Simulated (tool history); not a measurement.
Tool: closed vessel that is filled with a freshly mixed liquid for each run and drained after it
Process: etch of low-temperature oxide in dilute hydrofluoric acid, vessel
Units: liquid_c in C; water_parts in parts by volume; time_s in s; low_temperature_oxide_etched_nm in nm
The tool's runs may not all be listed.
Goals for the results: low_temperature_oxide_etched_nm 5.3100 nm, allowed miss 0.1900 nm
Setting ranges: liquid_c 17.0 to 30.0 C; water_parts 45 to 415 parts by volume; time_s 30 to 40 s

run,day,liquid_c,water_parts,time_s,low_temperature_oxide_etched_nm
1,0.000,22.0,230,40,2.0463
2,0.092,24.0,190,40,2.7740
3,0.167,24.0,190,30,2.0719
4,0.392,21.0,190,30,1.8653
5,0.525,23.5,145,30,2.8407
6,0.642,25.5,145,30,3.1071
7,0.796,27.0,125,30,3.7873
8,0.942,28.0,115,30,4.4181
9,0.988,28.0,115,30,4.3775
10,1.092,28.5,110,30,4.7101
11,1.404,29.0,110,30,4.7477

Which single option among these 4 for the next run brings every result within its allowed miss of target? Just one does.
A,1.717,27.5,130,40,?
B,1.717,29.0,100,30,?
C,1.717,28.5,115,40,?
D,1.717,28.5,105,30,?

move,low_temperature_oxide_etched_nm
A,4.9606
B,5.3253
C,5.9369
D,4.9427
A: gains on the last run, yet a result remains outside its allowed miss
B: all results in spec
C: moves the result that the last run missed by most past its target, out the other side
D: gains on the last run, yet a result remains outside its allowed miss
So the answer is move B, the one that meets all the targets.

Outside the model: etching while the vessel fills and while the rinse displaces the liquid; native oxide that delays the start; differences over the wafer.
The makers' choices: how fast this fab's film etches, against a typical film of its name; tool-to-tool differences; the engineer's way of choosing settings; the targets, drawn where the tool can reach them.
